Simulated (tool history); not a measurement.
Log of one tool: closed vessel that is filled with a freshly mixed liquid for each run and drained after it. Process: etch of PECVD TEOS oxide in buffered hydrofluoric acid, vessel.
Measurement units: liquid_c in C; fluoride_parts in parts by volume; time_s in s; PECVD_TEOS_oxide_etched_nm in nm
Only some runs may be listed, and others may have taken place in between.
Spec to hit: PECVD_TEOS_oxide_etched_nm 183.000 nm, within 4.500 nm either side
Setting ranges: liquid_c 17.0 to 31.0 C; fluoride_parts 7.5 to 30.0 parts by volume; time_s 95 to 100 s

Run 1, day 0.000: liquid_c 23.0 C, fluoride_parts 22.0 parts by volume, time_s 95 s. Result: PECVD_TEOS_oxide_etched_nm 85.871 nm.
Run 2, day 0.062: liquid_c 23.0 C, fluoride_parts 22.0 parts by volume, time_s 95 s. Result: PECVD_TEOS_oxide_etched_nm 85.808 nm.
Run 3, day 0.262: liquid_c 20.0 C, fluoride_parts 22.0 parts by volume, time_s 95 s. Result: PECVD_TEOS_oxide_etched_nm 72.299 nm.
Run 4, day 0.571: liquid_c 17.0 C, fluoride_parts 22.0 parts by volume, time_s 95 s. Result: PECVD_TEOS_oxide_etched_nm 61.072 nm.
Run 5, day 0.788: liquid_c 19.5 C, fluoride_parts 22.0 parts by volume, time_s 95 s. Result: PECVD_TEOS_oxide_etched_nm 70.441 nm.
Run 6, day 1.021: liquid_c 19.5 C, fluoride_parts 27.5 parts by volume, time_s 95 s. Result: PECVD_TEOS_oxide_etched_nm 60.017 nm.
Run 7, day 1.075: liquid_c 23.5 C, fluoride_parts 20.5 parts by volume, time_s 95 s. Result: PECVD_TEOS_oxide_etched_nm 93.377 nm.
Run 8, day 1.250: liquid_c 25.5 C, fluoride_parts 18.5 parts by volume, time_s 95 s. Result: PECVD_TEOS_oxide_etched_nm 113.590 nm.
Run 9, day 1.458: liquid_c 27.0 C, fluoride_parts 17.5 parts by volume, time_s 95 s. Result: PECVD_TEOS_oxide_etched_nm 130.290 nm.
Run 10, day 1.550: liquid_c 28.0 C, fluoride_parts 17.0 parts by volume, time_s 95 s. Result: PECVD_TEOS_oxide_etched_nm 141.160 nm.
At day 1.842: thermometer replaced.
Run 11, day 1.842: liquid_c 31.0 C, fluoride_parts 14.0 parts by volume, time_s 95 s. Result: PECVD_TEOS_oxide_etched_nm 222.480 nm.
Run 12, day 1.983: liquid_c 30.5 C, fluoride_parts 14.0 parts by volume, time_s 95 s. Result: PECVD_TEOS_oxide_etched_nm 216.570 nm.
Run 13, day 2.025: liquid_c 30.0 C, fluoride_parts 14.0 parts by volume, time_s 95 s. Result: PECVD_TEOS_oxide_etched_nm 209.680 nm.
Run 14, day 2.046: liquid_c 29.5 C, fluoride_parts 14.0 parts by volume, time_s 95 s. Result: PECVD_TEOS_oxide_etched_nm 204.370 nm.
Run 15, day 2.367: liquid_c 29.0 C, fluoride_parts 14.0 parts by volume, time_s 95 s. Result: PECVD_TEOS_oxide_etched_nm 199.920 nm.

Which of these 5 next moves meets every target?
Run A, day 2.688: liquid_c 28.0 C, fluoride_parts 13.5 parts by volume, time_s 95 s. Result: PECVD_TEOS_oxide_etched_nm ?.
Run B, day 2.688: liquid_c 30.0 C, fluoride_parts 12.5 parts by volume, time_s 95 s. Result: PECVD_TEOS_oxide_etched_nm ?.
Run C, day 2.688: liquid_c 25.5 C, fluoride_parts 13.5 parts by volume, time_s 95 s. Result: PECVD_TEOS_oxide_etched_nm ?.
Run D, day 2.688: liquid_c 29.5 C, fluoride_parts 13.0 parts by volume, time_s 100 s. Result: PECVD_TEOS_oxide_etched_nm ?.
Run E, day 2.688: liquid_c 27.5 C, fluoride_parts 14.0 parts by volume, time_s 95 s. Result: PECVD_TEOS_oxide_etched_nm ?.

move  PECVD_TEOS_oxide_etched_nm
   A                     196.020
   B                     234.910
   C                     171.430
   D                     231.800
   E                     184.190
A: gains on the last run, yet a result remains outside its allowed miss
B: its largest miss is bigger than the last run's
C: takes the biggest miss from the last run beyond its target
D: its largest miss is bigger than the last run's
E: each result inside its tolerance
E is the move that brings every result within its allowed miss.
